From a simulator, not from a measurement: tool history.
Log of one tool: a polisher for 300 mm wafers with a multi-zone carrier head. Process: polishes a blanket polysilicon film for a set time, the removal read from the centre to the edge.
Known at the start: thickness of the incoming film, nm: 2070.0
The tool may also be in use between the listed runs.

| run | hour | flow of slurry (ml/min) | pressure of the head's centre zone | pressure of the head's middle zone | pressure of the head's edge zone | polishing time (s) | film removed at the wafer's centre (nm) | film removed at mid-radius (nm) | film removed at the wafer's edge (nm) |
|---|---|---|---|---|---|---|---|---|---|
| 1 | 0 | 220 | 1 | 1 | 1 | 80 | 647.94 | 662.49 | 663.17 |
| 2 | 6.6 | 220 | 1 | 1 | 1 | 61 | 491.09 | 505.76 | 501.13 |
| 3 | 14.1 | 210 | 1.01 | 0.97 | 1.01 | 60 | 480.49 | 480.76 | 497.72 |
| 4 | 15 | 210 | 1.01 | 1.04 | 1.01 | 60 | 494.31 | 511.44 | 493.56 |
| 5 | 18.2 | 175 | 1.01 | 1.04 | 1.01 | 60 | 475.04 | 502.17 | 494.2 |
| 6 | 19.4 | 150 | 1.01 | 1.04 | 1.01 | 60 | 463.37 | 499.01 | 489.8 |
| 7 | 27.9 | 175 | 1.05 | 0.94 | 1.04 | 51 | 423.4 | 395.49 | 427.86 |
| 8 | 34.1 | 175 | 1.06 | 0.93 | 1.06 | 52 | 433.49 | 396.87 | 423.66 |
| 9 | 38.5 | 165 | 1.06 | 0.91 | 1.07 | 53 | 440.67 | 395.06 | 440.01 |

The next listed run, before its measurement:
| 10 | 40.9 | 160 | 1.06 | 0.9 | 1.08 | 53 | ? | ? | ? |

{"run 10": {"film removed at the wafer's centre (nm)": 438.17, "film removed at mid-radius (nm)": 390.84, "film removed at the wafer's edge (nm)": 443.71}}

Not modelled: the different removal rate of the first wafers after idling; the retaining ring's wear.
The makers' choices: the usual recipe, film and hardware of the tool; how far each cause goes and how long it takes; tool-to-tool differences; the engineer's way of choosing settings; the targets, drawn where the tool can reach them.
